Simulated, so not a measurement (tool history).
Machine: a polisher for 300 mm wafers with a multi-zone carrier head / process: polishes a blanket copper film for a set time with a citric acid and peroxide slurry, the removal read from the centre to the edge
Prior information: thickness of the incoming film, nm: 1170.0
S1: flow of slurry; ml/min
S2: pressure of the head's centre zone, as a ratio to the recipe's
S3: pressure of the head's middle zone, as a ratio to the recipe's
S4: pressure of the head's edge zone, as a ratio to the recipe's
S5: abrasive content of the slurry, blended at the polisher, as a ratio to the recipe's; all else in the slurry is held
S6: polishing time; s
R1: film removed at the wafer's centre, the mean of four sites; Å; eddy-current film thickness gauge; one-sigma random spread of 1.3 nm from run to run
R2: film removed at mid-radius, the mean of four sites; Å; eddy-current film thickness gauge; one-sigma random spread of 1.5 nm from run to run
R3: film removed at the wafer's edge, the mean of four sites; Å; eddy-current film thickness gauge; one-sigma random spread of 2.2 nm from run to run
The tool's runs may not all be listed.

Run 1, day 0.000: S1 180 ml/min, S2 1.00, S3 1.00, S4 1.00, S5 1.00, S6 61 s. Result: R1 1400.2 Å, R2 1464.7 Å, R3 1383.9 Å.
Run 2, day 0.188: S1 180 ml/min, S2 1.00, S3 1.00, S4 1.05, S5 1.00, S6 61 s. Result: R1 1421.4 Å, R2 1455.1 Å, R3 1397.2 Å.
Run 3, day 0.408: S1 180 ml/min, S2 1.08, S3 1.00, S4 1.05, S5 1.00, S6 61 s. Result: R1 1519.9 Å, R2 1458.4 Å, R3 1391.8 Å.
Run 4, day 0.746: S1 190 ml/min, S2 1.09, S3 0.99, S4 1.07, S5 1.05, S6 61 s. Result: R1 1555.2 Å, R2 1454.5 Å, R3 1439.0 Å.
Run 5, day 1.067: S1 190 ml/min, S2 1.16, S3 0.99, S4 1.07, S5 1.05, S6 61 s. Result: R1 1660.1 Å, R2 1491.5 Å, R3 1446.6 Å.
Run 6, day 1.196: S1 200 ml/min, S2 1.16, S3 0.98, S4 1.06, S5 1.10, S6 61 s. Result: R1 1697.2 Å, R2 1489.2 Å, R3 1457.3 Å.
Run 7, day 1.304: S1 210 ml/min, S2 1.16, S3 0.98, S4 1.07, S5 1.15, S6 61 s. Result: R1 1722.7 Å, R2 1496.5 Å, R3 1468.0 Å.
Run 8, day 1.654: S1 215 ml/min, S2 1.16, S3 0.98, S4 1.08, S5 1.20, S6 61 s. Result: R1 1748.6 Å, R2 1522.1 Å, R3 1520.8 Å.

The next listed run, before its measurement:
Run 9, day 1.688: S1 220 ml/min, S2 1.16, S3 0.98, S4 1.08, S5 1.25, S6 61 s. Result: R1 ?, R2 ?, R3 ?.

Run 9 measured R1 1750.8 Å, R2 1539.4 Å, R3 1572.8 Å.

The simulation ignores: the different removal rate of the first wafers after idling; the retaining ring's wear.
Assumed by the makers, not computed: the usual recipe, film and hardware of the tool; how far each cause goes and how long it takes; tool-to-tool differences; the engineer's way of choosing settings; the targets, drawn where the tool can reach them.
